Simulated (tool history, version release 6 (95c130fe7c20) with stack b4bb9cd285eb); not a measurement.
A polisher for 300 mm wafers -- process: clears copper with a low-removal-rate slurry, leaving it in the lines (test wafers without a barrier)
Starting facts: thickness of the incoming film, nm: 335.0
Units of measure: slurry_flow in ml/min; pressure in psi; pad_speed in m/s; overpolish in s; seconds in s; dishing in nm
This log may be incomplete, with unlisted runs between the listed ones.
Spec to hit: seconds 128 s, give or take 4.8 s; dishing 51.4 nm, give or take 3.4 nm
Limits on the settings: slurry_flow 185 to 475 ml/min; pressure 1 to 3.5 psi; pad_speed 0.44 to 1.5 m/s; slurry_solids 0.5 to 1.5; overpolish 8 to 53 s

{"run": 1, "hour": 0.0, "slurry_flow": 305, "pressure": 2.2, "pad_speed": 0.96, "slurry_solids": 1, "overpolish": 27, "seconds": 181.43, "dishing": 37.194}
{"run": 2, "hour": 4.3, "slurry_flow": 305, "pressure": 2.2, "pad_speed": 0.96, "slurry_solids": 1, "overpolish": 19, "seconds": 185.62, "dishing": 28.347}
{"run": 3, "hour": 8.9, "slurry_flow": 305, "pressure": 2.2, "pad_speed": 0.96, "slurry_solids": 1.1, "overpolish": 19, "seconds": 185.36, "dishing": 28.934}
{"run": 4, "hour": 12.2, "slurry_flow": 305, "pressure": 2.3, "pad_speed": 0.96, "slurry_solids": 1.1, "overpolish": 20, "seconds": 176.89, "dishing": 30.958}
{"run": 5, "hour": 17.5, "slurry_flow": 305, "pressure": 2.3, "pad_speed": 0.96, "slurry_solids": 1.25, "overpolish": 20, "seconds": 175.11, "dishing": 31.851}
{"run": 6, "hour": 26.1, "slurry_flow": 305, "pressure": 2.4, "pad_speed": 0.96, "slurry_solids": 1.25, "overpolish": 21, "seconds": 163.45, "dishing": 33.047}
{"run": 7, "hour": 31.2, "slurry_flow": 305, "pressure": 2.4, "pad_speed": 0.96, "slurry_solids": 1.25, "overpolish": 22, "seconds": 162.47, "dishing": 34.98}
{"run": 8, "hour": 39.1, "slurry_flow": 305, "pressure": 2.4, "pad_speed": 0.96, "slurry_solids": 1.25, "overpolish": 23, "seconds": 165.52, "dishing": 35.509}
{"hour": 44.1, "done": "slurry nozzle cleaned"}
{"run": 9, "hour": 44.1, "slurry_flow": 305, "pressure": 2.5, "pad_speed": 0.96, "slurry_solids": 1.25, "overpolish": 24, "seconds": 152.88, "dishing": 40.159}
{"run": 10, "hour": 48.2, "slurry_flow": 305, "pressure": 2.7, "pad_speed": 0.96, "slurry_solids": 1.25, "overpolish": 25, "seconds": 141.46, "dishing": 42.137}

Next run, 5 choices. One meets every target within its allowed miss, the rest don't. Which?
{"run": "A", "hour": 52.3, "slurry_flow": 310, "pressure": 2.8, "pad_speed": 1.02, "slurry_solids": 1.25, "overpolish": 28, "seconds": "?", "dishing": "?"}
{"run": "B", "hour": 52.3, "slurry_flow": 270, "pressure": 3.2, "pad_speed": 0.9, "slurry_solids": 1.25, "overpolish": 22, "seconds": "?", "dishing": "?"}
{"run": "C", "hour": 52.3, "slurry_flow": 280, "pressure": 3.1, "pad_speed": 1.04, "slurry_solids": 1.15, "overpolish": 22, "seconds": "?", "dishing": "?"}
{"run": "D", "hour": 52.3, "slurry_flow": 195, "pressure": 3, "pad_speed": 1, "slurry_solids": 1.3, "overpolish": 38, "seconds": "?", "dishing": "?"}
{"run": "E", "hour": 52.3, "slurry_flow": 310, "pressure": 2.8, "pad_speed": 1.1, "slurry_solids": 1.3, "overpolish": 32, "seconds": "?", "dishing": "?"}

move=A seconds=131 dishing=50.307
move=B seconds=131.64 dishing=42.453
move=C seconds=119.27 dishing=45.606
move=D seconds=131.31 dishing=61.544
move=E seconds=120.88 dishing=57.912
A: in spec on every target
B: brings the result that was furthest off to its target, and leaves another outside
C: pushes the last run's worst result past its target
D: brings the result that was furthest off to its target, and leaves another outside
E: pushes the last run's worst result past its target
Go with A: it meets all targets.
